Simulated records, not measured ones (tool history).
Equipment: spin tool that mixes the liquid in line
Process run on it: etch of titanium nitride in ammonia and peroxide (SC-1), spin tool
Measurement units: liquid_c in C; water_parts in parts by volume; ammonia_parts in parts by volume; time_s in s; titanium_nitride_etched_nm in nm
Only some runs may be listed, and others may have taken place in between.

run	hour	liquid_c	water_parts	ammonia_parts	time_s	titanium_nitride_etched_nm
1	0	52	12.5	0.45	260	8.003
2	6.7	52	12.5	0.45	280	8.7108
3	12.9	45.5	12.5	0.45	280	5.4804
4	20.5	46.5	12.5	0.45	280	5.8955
5	27.5	47.5	12.5	0.45	280	6.3125
6	35.9	47.5	12.5	0.45	280	6.2968

Run 7 comes next. What will it give?
7	38.4	48	12.5	0.45	280	?

Run 7 measured titanium_nitride_etched_nm 6.5783 nm.
